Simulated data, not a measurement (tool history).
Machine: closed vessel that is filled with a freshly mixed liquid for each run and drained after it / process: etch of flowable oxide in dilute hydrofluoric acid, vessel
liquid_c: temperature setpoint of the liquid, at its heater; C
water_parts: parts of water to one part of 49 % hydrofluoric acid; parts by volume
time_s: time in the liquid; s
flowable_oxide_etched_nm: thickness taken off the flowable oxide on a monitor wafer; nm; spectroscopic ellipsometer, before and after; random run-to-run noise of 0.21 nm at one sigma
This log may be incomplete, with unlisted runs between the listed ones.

run  hour  liquid_c  water_parts  time_s  flowable_oxide_etched_nm
  1   0.0      21.0           55     100                    35.905
  2   5.2      21.0           55     105                    37.500
  3  10.0      21.0           55     100                    35.838
  4  17.2      20.0           60     100                    30.174
  5  21.9      18.0           60     100                    28.145
  6  27.2      18.0           80     100                    20.609

Estimate the outcome of run 7 from the log above:
  7  28.6      18.5           80     100                         ?

{"run 7": {"flowable_oxide_etched_nm": 21.077}}
